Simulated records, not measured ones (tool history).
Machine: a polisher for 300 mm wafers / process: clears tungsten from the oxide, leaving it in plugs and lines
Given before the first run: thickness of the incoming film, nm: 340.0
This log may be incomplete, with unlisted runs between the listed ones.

run  hour  flow of slurry (ml/min)  pressure of the wafer on the pad (kPa)  speed of the pad under the wafer (cm/s)  abrasive content of the slurry  overpolish time after the end point (s)  time until the end point was called (s)
  1     0                      180                                    32.4                                       86                               1                                       36                                   87.791
  2   7.1                      180                                    38.6                                       86                               1                                       36                                   73.014
  3   8.6                      180                                    38.6                                       94                               1                                       36                                   66.431
  4  15.4                      185                                    40.7                                       96                               1                                       36                                   62.535
  5  17.6                      185                                    42.1                                       98                               1                                       36                                    59.64
  6  23.7                      185                                    43.4                                      100                               1                                       36                                   56.908

What will run 7 give?
  7  26.7                      185                                    44.8                                      102                               1                                       36                                        ?

Run 7 measured time until the end point was called (s) 54.513.
